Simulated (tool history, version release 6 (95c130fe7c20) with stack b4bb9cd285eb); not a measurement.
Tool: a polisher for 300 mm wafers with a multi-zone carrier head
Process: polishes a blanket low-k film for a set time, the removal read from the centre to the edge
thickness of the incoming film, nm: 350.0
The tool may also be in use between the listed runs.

run    day  flow of slurry (ml/min)  pressure of the head's centre zone  pressure of the head's middle zone  pressure of the head's edge zone  abrasive content of the slurry  polishing time (s)  film removed at the wafer's centre (angstrom)  film removed at mid-radius (angstrom)  film removed at the wafer's edge (angstrom)
  1      0                      170                                   1                                   1                                 1                               1                  32                                         114.34                                 112.09                                       116.57
  2  0.212                      170                                   1                                   1                                 1                             1.2                  32                                         124.97                                 119.37                                       123.56
  3  0.392                      170                                1.05                                   1                                 1                             1.2                  32                                         131.14                                 121.84                                        123.9
  4  0.438                      165                                1.05                                0.98                              0.97                            1.15                  32                                         127.07                                 117.07                                       118.32
  5  0.558                      165                                1.05                                0.98                              0.97                            1.15                  37                                         147.75                                 134.37                                       137.15
  6  0.638                      160                                1.05                                0.95                              0.95                            1.05                  37                                         143.07                                 126.52                                       131.15
  7  0.933                      155                                1.04                                0.93                              0.93                            0.95                  37                                         134.41                                 116.73                                       121.63
  8  1.138                      120                                0.95                                0.83                              0.83                             0.7                  37                                         99.237                                 88.454                                       98.574

Forecast run 9:
  9  1.308                      125                                0.96                                0.83                              0.83                             0.7                  37                                              ?                                      ?                                            ?

{"run 9": {"film removed at the wafer's centre (angstrom)": 101.88, "film removed at mid-radius (angstrom)": 89.381, "film removed at the wafer's edge (angstrom)": 96.84}}
